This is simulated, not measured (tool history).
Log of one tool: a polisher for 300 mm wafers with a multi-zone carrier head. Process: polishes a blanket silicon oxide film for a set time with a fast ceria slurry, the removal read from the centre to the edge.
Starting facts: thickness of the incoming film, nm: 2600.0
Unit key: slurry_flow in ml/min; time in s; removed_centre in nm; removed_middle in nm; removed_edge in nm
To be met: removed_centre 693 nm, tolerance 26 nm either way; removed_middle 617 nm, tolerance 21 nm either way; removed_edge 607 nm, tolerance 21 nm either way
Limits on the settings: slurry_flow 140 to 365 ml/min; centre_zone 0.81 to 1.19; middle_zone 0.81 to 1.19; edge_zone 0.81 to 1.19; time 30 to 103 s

run  hour  slurry_flow  centre_zone  middle_zone  edge_zone  time  removed_centre  removed_middle  removed_edge
  1     0          235            1            1          1    66          1053.1          1071.6        1090.4
  2   4.5          235            1            1       1.08    66          1081.7          1057.7        1118.2
  3  10.2          230         1.04            1       1.03    55          918.58          885.91        920.55
  4  17.8          230         1.04            1       0.97    55          933.83          886.82         884.2
  5  22.6          225         1.04         0.98       0.94    49           816.7          771.68        773.01
  6  31.4          220         1.05         0.96        0.9    46          790.62          722.99        723.82
  7  32.9          220         1.05         0.96        0.9    46          777.83          728.42        716.15
  8  35.9          220         1.05         0.96        0.9    46          772.94          714.96        717.19
  9  43.9          215         1.06         0.95       0.87    44          745.92          674.19        660.92
 10  48.8          200         1.06         0.94       0.86    44          729.53           669.8        665.99
 11  57.7          195         1.07         0.93       0.85    43          727.45          648.75        641.55
 12  65.4          185         1.07         0.92       0.84    43          718.09          630.43        628.58
 13  68.7          180         1.07         0.92       0.83    43          720.15          631.27        632.11

Which one of the following 5 next-run settings gets every result inside its allowed miss? There is exactly one.
  A    72          200         1.07         0.92       0.81    41               ?               ?             ?
  B    72          140         1.02         0.81        0.9    47               ?               ?             ?
  C    72          140         1.06         0.88       0.94    45               ?               ?             ?
  D    72          250         1.16         0.93       0.81    39               ?               ?             ?
  E    72          175         1.05         0.91       0.81    46               ?               ?             ?

move  removed_centre  removed_middle  removed_edge
   A          697.88          614.01        599.91
   B          702.52          608.79        680.21
   C          698.33          610.09        662.58
   D          744.15          606.79         584.6
   E           748.5          668.44        661.37
A: every result within its allowed miss
B: moves away from the targets compared with the last run
C: moves away from the targets compared with the last run
D: carries the result that was furthest off beyond its target, to the other side
E: moves away from the targets compared with the last run
A is the move that brings every result within its allowed miss.
